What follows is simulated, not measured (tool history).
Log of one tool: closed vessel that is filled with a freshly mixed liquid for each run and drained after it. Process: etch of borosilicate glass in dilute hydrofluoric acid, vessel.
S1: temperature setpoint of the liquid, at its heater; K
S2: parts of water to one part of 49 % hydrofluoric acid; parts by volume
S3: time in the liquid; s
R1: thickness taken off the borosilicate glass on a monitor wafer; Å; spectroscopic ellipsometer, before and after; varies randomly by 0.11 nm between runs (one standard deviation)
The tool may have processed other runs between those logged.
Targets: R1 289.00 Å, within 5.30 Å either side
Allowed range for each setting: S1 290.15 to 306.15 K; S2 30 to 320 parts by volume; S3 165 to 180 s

run  hour      S1   S2   S3      R1
  1   0.0  298.15  175  165  139.35
  2   5.9  300.15  160  165  166.20
  3   8.7  301.65  150  165  189.49
  4  13.3  304.65  150  165  211.69
  5  20.0  304.65  150  165  210.84
  6  29.2  306.15  150  165  220.78
  7  38.0  306.15  140  165  241.74
  8  39.5  306.15  135  165  251.33
  9  44.1  306.15  130  165  262.88
 10  46.1  306.15  125  165  275.88
 11  52.2  306.15  115  165  303.03

Exercise: of the 5 proposed moves below, exactly one satisfies all targets within the stated allowed misses. Which move is it?
  A  58.3  306.15  130  180   ?
  B  58.3  300.15  110  180   ?
  C  58.3  304.65  120  165   ?
  D  58.3  305.15  125  170   ?
  E  58.3  306.15  135  180   ?

move      R1
   A  288.12
   B  280.53
   C  275.02
   D  275.03
   E  275.46
A: every result lands within tolerance
B: moves the result that the last run missed by most past its target, out the other side
C: moves the result that the last run missed by most past its target, out the other side
D: moves the result that the last run missed by most past its target, out the other side
E: moves the result that the last run missed by most past its target, out the other side
A meets every target.

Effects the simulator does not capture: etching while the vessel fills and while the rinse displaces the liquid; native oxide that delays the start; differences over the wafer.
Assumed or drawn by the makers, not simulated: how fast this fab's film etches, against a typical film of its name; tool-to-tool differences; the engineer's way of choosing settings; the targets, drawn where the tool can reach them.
